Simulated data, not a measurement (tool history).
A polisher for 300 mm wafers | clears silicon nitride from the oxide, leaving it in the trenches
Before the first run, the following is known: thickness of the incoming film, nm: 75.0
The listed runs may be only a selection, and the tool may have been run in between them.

| run | hour | flow of slurry (ml/min) | pressure of the wafer on the pad (kPa) | speed of the pad under the wafer (cm/s) | overpolish time after the end point (s) | time until the end point was called (s) |
|---|---|---|---|---|---|---|
| 1 | 0.0 | 150 | 16.5 | 86 | 2 | 100.16 |
| 2 | 6.8 | 150 | 16.5 | 86 | 2 | 101.92 |
| 3 | 10.0 | 150 | 15.2 | 86 | 2 | 110.25 |
| 4 | 13.5 | 185 | 15.2 | 86 | 2 | 107.24 |
| 5 | 21.6 | 185 | 13.1 | 86 | 2 | 121.51 |
|  | 23.5 | worn pad replaced by a new one |
| 6 | 23.5 | 185 | 11.7 | 86 | 2 | 123.12 |

Forecast run 7:
| 7 | 29.4 | 185 | 10.3 | 82 | 2 | ? |

Logged for run 7: time until the end point was called (s) 140.94.

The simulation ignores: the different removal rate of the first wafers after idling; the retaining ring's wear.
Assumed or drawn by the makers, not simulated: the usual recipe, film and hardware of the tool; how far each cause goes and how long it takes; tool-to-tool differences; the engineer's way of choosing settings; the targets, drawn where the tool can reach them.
